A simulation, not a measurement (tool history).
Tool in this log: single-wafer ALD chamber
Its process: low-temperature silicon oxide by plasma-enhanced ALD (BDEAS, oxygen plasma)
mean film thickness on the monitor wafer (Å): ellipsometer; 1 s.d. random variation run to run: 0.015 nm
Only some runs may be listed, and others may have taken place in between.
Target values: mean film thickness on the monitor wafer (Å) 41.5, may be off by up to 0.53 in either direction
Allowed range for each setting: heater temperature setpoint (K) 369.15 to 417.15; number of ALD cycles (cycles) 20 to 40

run,hour,heater temperature setpoint (K),number of ALD cycles (cycles),mean film thickness on the monitor wafer (Å)
1,0,393.15,30,36.557
2,1.6,390.15,31,38.185
3,10.2,386.15,31,38.32
4,17.9,384.15,32,39.68
5,25.5,382.15,32,39.925
6,34.5,387.15,32,39.788
7,37.8,386.15,32,39.773
8,43.5,384.15,32,40.017

Below are 4 possible settings for the next run. Only one of them brings all results inside the allowed miss of their targets. Which is it?
A,49.2,379.15,33,?
B,49.2,376.15,30,?
C,49.2,395.15,31,?
D,49.2,382.15,32,?

move,mean film thickness on the monitor wafer (Å)
A,41.373
B,37.805
C,37.801
D,39.913
A: every result lands within tolerance
B: moves away from the targets compared with the last run
C: moves away from the targets compared with the last run
D: moves away from the targets compared with the last run
So the answer is move A, the one that meets all the targets.
